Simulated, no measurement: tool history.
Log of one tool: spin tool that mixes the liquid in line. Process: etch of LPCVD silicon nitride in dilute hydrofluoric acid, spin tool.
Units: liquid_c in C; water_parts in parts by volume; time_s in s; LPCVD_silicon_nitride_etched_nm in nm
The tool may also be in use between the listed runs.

run  hour  liquid_c  water_parts  time_s  LPCVD_silicon_nitride_etched_nm
  1     0        24          115      80                          0.35552
  2   0.5        24          115      60                          0.26232
  3     9        24          115      80                          0.35727
  4  16.5      25.5          100      80                          0.44585
  5    18        28          100      80                          0.56375
  6  25.9        29           95      80                          0.59368

Forecast run 7:
  7  32.3      29.5           90      80                                ?

Run 7 gave LPCVD_silicon_nitride_etched_nm 0.60742 nm.
